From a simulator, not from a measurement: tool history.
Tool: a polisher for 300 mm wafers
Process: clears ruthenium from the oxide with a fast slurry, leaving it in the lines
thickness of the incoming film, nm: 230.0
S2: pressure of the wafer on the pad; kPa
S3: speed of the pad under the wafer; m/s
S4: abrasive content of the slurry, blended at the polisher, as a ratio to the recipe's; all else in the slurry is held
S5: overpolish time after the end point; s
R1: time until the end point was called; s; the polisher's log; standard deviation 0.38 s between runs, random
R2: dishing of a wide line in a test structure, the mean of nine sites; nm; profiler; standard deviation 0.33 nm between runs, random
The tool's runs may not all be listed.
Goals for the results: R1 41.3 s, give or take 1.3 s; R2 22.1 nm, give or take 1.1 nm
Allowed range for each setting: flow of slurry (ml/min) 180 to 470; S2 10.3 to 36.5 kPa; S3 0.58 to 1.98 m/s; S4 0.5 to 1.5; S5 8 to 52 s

{"run": 1, "hour": 0.0, "flow of slurry (ml/min)": 300, "S2": 23.4, "S3": 1.28, "S4": 1, "S5": 26, "R1": 40.615, "R2": 33.224}
{"run": 2, "hour": 7.9, "flow of slurry (ml/min)": 300, "S2": 23.4, "S3": 1.28, "S4": 1, "S5": 23, "R1": 40.613, "R2": 31.211}
{"run": 3, "hour": 9.6, "flow of slurry (ml/min)": 255, "S2": 23.4, "S3": 1.28, "S4": 1, "S5": 23, "R1": 41.97, "R2": 32.722}
{"run": 4, "hour": 17.7, "flow of slurry (ml/min)": 285, "S2": 22.8, "S3": 1.28, "S4": 1, "S5": 21, "R1": 42.064, "R2": 31.783}
{"run": 5, "hour": 24.1, "flow of slurry (ml/min)": 310, "S2": 22.8, "S3": 1.26, "S4": 1, "S5": 19, "R1": 41.655, "R2": 31.13}
{"run": 6, "hour": 26.0, "flow of slurry (ml/min)": 310, "S2": 26.2, "S3": 1.26, "S4": 1, "S5": 19, "R1": 37.102, "R2": 32.116}
{"run": 7, "hour": 33.0, "flow of slurry (ml/min)": 335, "S2": 24.1, "S3": 1.34, "S4": 1, "S5": 17, "R1": 37.25, "R2": 30.823}
{"run": 8, "hour": 39.8, "flow of slurry (ml/min)": 355, "S2": 22.1, "S3": 1.42, "S4": 0.95, "S5": 16, "R1": 39.705, "R2": 30.848}
{"hour": 41.3, "done": "head pressure recalibrated"}
{"run": 9, "hour": 41.3, "flow of slurry (ml/min)": 370, "S2": 20.7, "S3": 1.4, "S4": 1.05, "S5": 15, "R1": 37.133, "R2": 29.542}
{"run": 10, "hour": 43.3, "flow of slurry (ml/min)": 455, "S2": 13.8, "S3": 1.04, "S4": 1.3, "S5": 8, "R1": 65.202, "R2": 16.031}
{"run": 11, "hour": 51.3, "flow of slurry (ml/min)": 450, "S2": 15.2, "S3": 1.04, "S4": 1.3, "S5": 8, "R1": 61.442, "R2": 17.726}

4 next moves are on the table. One of them brings every result within its allowed miss. Which?
{"run": "A", "hour": 59.3, "flow of slurry (ml/min)": 380, "S2": 23.4, "S3": 0.98, "S4": 1.4, "S5": 10, "R1": "?", "R2": "?"}
{"run": "B", "hour": 59.3, "flow of slurry (ml/min)": 465, "S2": 17.9, "S3": 1.3, "S4": 1.35, "S5": 8, "R1": "?", "R2": "?"}
{"run": "C", "hour": 59.3, "flow of slurry (ml/min)": 385, "S2": 20, "S3": 1.12, "S4": 1.25, "S5": 10, "R1": "?", "R2": "?"}
{"run": "D", "hour": 59.3, "flow of slurry (ml/min)": 430, "S2": 14.5, "S3": 1.38, "S4": 1.5, "S5": 11, "R1": "?", "R2": "?"}

move=A R1=41.63 R2=25.174
move=B R1=40.991 R2=22.612
move=C R1=44.3 R2=24.419
move=D R1=46.076 R2=25.1
A: gets the furthest-off result to its target, but another result is out of tolerance
B: every result lands within tolerance
C: an improvement on the last run, though not all results are within tolerance
D: an improvement on the last run, though not all results are within tolerance
B meets every target.
